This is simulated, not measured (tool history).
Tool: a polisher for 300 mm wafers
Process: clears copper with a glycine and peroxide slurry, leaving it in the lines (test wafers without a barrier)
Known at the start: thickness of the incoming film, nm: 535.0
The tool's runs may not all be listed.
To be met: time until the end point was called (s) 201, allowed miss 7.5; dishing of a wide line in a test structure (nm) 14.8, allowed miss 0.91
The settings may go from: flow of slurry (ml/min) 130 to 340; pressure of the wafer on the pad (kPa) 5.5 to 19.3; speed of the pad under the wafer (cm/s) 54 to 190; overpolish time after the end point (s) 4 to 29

run	day	flow of slurry (ml/min)	pressure of the wafer on the pad (kPa)	speed of the pad under the wafer (cm/s)	overpolish time after the end point (s)	time until the end point was called (s)	dishing of a wide line in a test structure (nm)
1	0	220	12.4	122	15	106.47	37.269
2	0.067	220	12.4	104	15	122.17	33.803
3	0.338	220	12.4	124	15	108.33	37.664
4	0.625	220	12.4	100	15	124.86	33.193
5	0.875	245	12.4	100	15	127.87	34.916
6	1.154	245	13.8	100	15	116.34	35.464
7	1.442	235	12.4	92	12	135.72	27.4
8	1.596	235	9	88	5	171.42	9.8026
9	1.933	235	9	82	7	181.93	12.919

4 next moves are on the table. One of them brings every result within its allowed miss. Which?
A	2.271	245	10.3	60	9	?	?
B	2.271	225	8.3	80	7	?	?
C	2.271	225	9.7	80	9	?	?
D	2.271	260	7.6	78	8	?	?

move	time until the end point was called (s)	dishing of a wide line in a test structure (nm)
A	198.6	14.872
B	192.1	12.088
C	174.15	16.629
D	203.5	12.984
A: meets every target
B: further off than the last run
C: further off than the last run
D: brings the result that was furthest off to its target, and leaves another outside
Answer: A
